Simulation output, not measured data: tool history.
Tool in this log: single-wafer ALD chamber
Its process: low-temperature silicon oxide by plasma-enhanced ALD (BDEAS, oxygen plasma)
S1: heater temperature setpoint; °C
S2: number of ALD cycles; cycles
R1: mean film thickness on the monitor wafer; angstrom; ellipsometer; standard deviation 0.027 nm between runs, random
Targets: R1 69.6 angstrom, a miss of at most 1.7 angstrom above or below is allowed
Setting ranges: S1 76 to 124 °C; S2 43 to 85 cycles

run  hour   S1  S2      R1
  1     0  100  64  85.155
  2   5.3  100  61   81.64
  3   9.4  100  67   90.05
  4  14.2  102  63  83.028
  5  22.3  107  63  82.843
  6  23.3  107  58  76.118
  7  27.9  108  57  74.667
  8  34.6  109  56  73.264
  9  41.7  110  55  72.143
 10  43.7  111  55  71.523
 11  49.4  112  55  71.803

Exercise: of the 4 proposed moves below, exactly one satisfies all targets within the stated allowed misses. Which move is it?
  A  55.1  109  56   ?
  B  55.1   93  51   ?
  C  55.1  113  58   ?
  D  55.1  113  56   ?

move      R1
   A  73.568
   B  69.759
   C   75.65
   D  73.041
A: lands further from the targets than the last run did
B: every result within its allowed miss
C: lands further from the targets than the last run did
D: lands further from the targets than the last run did
B is the move that brings every result within its allowed miss.

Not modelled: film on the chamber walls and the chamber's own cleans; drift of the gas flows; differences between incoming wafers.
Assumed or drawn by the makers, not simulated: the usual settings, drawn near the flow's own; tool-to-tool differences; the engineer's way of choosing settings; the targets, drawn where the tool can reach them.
